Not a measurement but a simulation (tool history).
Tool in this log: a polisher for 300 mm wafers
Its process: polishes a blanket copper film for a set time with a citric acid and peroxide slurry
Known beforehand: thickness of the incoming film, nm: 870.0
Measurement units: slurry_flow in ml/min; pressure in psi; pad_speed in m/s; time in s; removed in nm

run	hour	slurry_flow	pressure	pad_speed	slurry_solids	time	removed
1	0.0	135	3.2	1.22	1.0	82	213.50
2	1.5	135	3.2	1.42	1.0	82	245.57
3	9.9	130	2.9	1.36	1.0	82	213.01
4	12.9	150	2.9	1.36	1.0	82	217.30
5	13.6	145	2.7	1.30	1.0	82	191.59
6	18.6	165	2.7	1.30	1.0	82	197.12
7	25.5	160	2.5	1.26	1.0	82	178.01

Expected results for the next run?
8	31.5	155	2.3	1.22	1.0	82	?

{"run 8": {"removed": 157.31}}
